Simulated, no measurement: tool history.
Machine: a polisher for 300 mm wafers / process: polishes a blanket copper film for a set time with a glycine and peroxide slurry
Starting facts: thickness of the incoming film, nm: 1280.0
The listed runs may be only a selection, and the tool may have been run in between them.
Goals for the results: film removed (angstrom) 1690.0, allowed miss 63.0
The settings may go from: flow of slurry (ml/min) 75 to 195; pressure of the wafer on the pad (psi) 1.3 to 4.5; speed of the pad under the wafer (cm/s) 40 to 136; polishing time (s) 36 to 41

run	day	flow of slurry (ml/min)	pressure of the wafer on the pad (psi)	speed of the pad under the wafer (cm/s)	polishing time (s)	film removed (angstrom)
1	0.000	125	2.9	88	41	2324.8
2	0.279	125	2.9	88	36	2015.5
3	0.325	135	2.9	88	36	2080.1
4	0.517	135	2.9	100	36	2231.1
5	0.829	135	2.4	100	36	1947.3
6	1.117	135	2.4	100	36	1923.0
7	1.333	135	2.3	100	36	1874.5
8	1.629	135	2.2	100	36	1793.5
9	1.725	135	2.1	100	36	1746.2

4 next moves are on the table. One of them brings every result within its allowed miss. Which?
A	1.821	170	1.7	118	37	?
B	1.821	135	2.0	100	40	?
C	1.821	160	1.8	96	39	?
D	1.821	140	2.1	94	40	?

move	film removed (angstrom)
A	1830.6
B	1893.3
C	1705.9
D	1888.1
A: misses by more than the last run did
B: misses by more than the last run did
C: hits every target within its allowed miss
D: misses by more than the last run did
Go with C: it meets all targets.
